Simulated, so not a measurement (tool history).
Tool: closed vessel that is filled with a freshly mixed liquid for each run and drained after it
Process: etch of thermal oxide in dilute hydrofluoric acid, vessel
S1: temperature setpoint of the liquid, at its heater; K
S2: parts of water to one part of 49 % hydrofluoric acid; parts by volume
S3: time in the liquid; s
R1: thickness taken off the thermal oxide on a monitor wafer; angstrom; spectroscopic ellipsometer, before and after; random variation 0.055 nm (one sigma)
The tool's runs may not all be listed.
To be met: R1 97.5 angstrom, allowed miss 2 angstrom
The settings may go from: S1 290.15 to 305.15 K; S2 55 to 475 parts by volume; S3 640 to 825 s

run  hour      S1   S2   S3      R1
  1     0  297.15  265  825  115.81
  2   3.5  297.15  190  825  176.72
  3  11.4  297.15  265  825   117.1
  4  16.9  295.65  265  825  109.83
  5  20.6  294.65  265  825   106.8
  6  23.9  294.65  265  640  82.649
  7  30.3  295.65  265  640   87.12
  8    37  296.15  265  640  88.106
  9  38.8  297.15  265  640  91.332
 10  40.9  297.65  265  640  91.609
 11  46.2  298.15  265  640  94.344

5 next moves are on the table. One of them brings every result within its allowed miss. Which?
  A  51.5  297.15  285  710   ?
  B  51.5  291.15  255  760   ?
  C  51.5  297.15  270  640   ?
  D  51.5  298.15  275  640   ?
  E  51.5  298.65  270  670   ?

move      R1
   A  92.587
   B  91.426
   C  89.418
   D  90.471
   E  98.662
A: further off than the last run
B: further off than the last run
C: further off than the last run
D: further off than the last run
E: meets every target
The right move is E.

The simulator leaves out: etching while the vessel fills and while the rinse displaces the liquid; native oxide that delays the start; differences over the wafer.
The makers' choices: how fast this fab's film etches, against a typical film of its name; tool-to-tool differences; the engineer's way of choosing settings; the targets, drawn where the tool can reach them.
